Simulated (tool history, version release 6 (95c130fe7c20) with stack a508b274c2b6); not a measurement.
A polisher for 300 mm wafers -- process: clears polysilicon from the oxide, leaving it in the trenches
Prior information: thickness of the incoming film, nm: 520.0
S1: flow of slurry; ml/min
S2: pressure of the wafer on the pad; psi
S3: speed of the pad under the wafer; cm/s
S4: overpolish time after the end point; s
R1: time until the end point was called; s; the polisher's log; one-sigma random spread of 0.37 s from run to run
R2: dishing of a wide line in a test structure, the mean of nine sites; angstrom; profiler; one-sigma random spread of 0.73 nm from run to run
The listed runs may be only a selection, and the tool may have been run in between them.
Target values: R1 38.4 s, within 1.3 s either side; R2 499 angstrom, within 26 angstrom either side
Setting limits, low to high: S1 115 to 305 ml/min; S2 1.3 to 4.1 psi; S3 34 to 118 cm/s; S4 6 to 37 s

run  hour   S1   S2  S3  S4      R1      R2
  1     0  195  2.7  76  19  53.853  549.19
  2   0.8  200    3  76  15  50.094  528.89
  3   2.5  200  3.3  76  12   45.87  518.08
  4     5  200  3.3  76  15  46.603  537.99
  5   8.1  200  3.3  76  18  45.579   550.3
  6  16.7  200  3.8  76  18  40.597  553.29
  7  20.5  205  3.9  76  14  39.825  530.23
  8  21.5  205    4  76  12  38.163  537.49

Which of these 4 next moves meets every target?
  A  22.5  235  3.6  86  26   ?   ?
  B  22.5  210  4.1  74  22   ?   ?
  C  22.5  200    4  76   9   ?   ?
  D  22.5  210  4.1  74  14   ?   ?

move      R1      R2
   A  37.593  581.88
   B  38.536  578.69
   C  38.695  499.57
   D  38.536  555.38
A: the biggest miss grows against the last run
B: the biggest miss grows against the last run
C: all results in spec
D: the biggest miss grows against the last run
Move C is the one to make.
